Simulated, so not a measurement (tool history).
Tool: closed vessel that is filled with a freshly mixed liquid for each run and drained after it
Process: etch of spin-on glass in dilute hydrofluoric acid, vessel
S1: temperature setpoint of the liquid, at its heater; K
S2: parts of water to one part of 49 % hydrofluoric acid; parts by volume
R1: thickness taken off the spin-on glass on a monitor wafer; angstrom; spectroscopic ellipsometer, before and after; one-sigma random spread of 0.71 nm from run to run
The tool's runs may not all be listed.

Run 1, hour 0.0: S1 295.15 K, S2 285 parts by volume, time in the liquid (s) 490. Result: R1 676.50 angstrom.
Run 2, hour 4.8: S1 295.15 K, S2 285 parts by volume, time in the liquid (s) 490. Result: R1 674.69 angstrom.
Run 3, hour 13.1: S1 295.15 K, S2 365 parts by volume, time in the liquid (s) 490. Result: R1 491.20 angstrom.
Run 4, hour 16.8: S1 296.15 K, S2 355 parts by volume, time in the liquid (s) 490. Result: R1 524.18 angstrom.
Run 5, hour 21.9: S1 296.15 K, S2 355 parts by volume, time in the liquid (s) 530. Result: R1 576.96 angstrom.
Run 6, hour 28.9: S1 297.15 K, S2 345 parts by volume, time in the liquid (s) 530. Result: R1 625.99 angstrom.

Run 7 is up next; what results do you expect?
Run 7, hour 32.4: S1 297.65 K, S2 340 parts by volume, time in the liquid (s) 530. Result: R1 ?.

{"run 7": {"R1": 641.4}}
